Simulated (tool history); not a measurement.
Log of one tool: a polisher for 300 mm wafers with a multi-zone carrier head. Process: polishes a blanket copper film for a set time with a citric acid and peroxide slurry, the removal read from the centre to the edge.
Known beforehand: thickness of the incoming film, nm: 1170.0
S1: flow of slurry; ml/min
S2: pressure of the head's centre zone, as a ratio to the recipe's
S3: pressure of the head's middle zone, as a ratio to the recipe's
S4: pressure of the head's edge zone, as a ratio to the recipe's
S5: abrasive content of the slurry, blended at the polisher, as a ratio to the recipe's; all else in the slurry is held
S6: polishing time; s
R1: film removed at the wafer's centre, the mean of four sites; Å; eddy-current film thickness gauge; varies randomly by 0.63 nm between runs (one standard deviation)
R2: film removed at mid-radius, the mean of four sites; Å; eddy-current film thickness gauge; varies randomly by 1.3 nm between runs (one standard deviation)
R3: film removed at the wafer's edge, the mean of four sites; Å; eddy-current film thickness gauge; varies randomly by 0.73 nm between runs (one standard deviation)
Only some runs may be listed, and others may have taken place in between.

| run | day | S1 | S2 | S3 | S4 | S5 | S6 | R1 | R2 | R3 |
|---|---|---|---|---|---|---|---|---|---|---|
| 1 | 0.000 | 260 | 1.00 | 1.00 | 1.00 | 1.00 | 66 | 1142.00 | 1141.6 | 1178.20 |
| 2 | 0.346 | 260 | 1.00 | 1.00 | 1.00 | 1.15 | 66 | 1181.30 | 1195.0 | 1210.60 |
| 3 | 0.600 | 265 | 1.00 | 1.05 | 0.96 | 1.00 | 63 | 1085.80 | 1162.6 | 1116.40 |
| 4 | 0.804 | 265 | 1.06 | 1.05 | 0.96 | 1.00 | 63 | 1155.90 | 1141.6 | 1099.20 |
| 5 | 0.992 | 265 | 1.05 | 1.08 | 0.92 | 0.90 | 61 | 1078.70 | 1098.5 | 1011.10 |
| 6 | 1.325 | 265 | 1.05 | 1.11 | 0.92 | 0.90 | 61 | 1078.80 | 1128.7 | 1010.50 |
| 7 | 1.583 | 255 | 1.03 | 1.12 | 0.89 | 0.80 | 61 | 1023.90 | 1110.5 | 957.17 |

Forecast run 8:
| 8 | 1.617 | 245 | 1.01 | 1.11 | 0.87 | 0.75 | 61 | ? | ? | ? |

{"run 8": {"R1": 980.79, "R2": 1057.6, "R3": 934.07}}
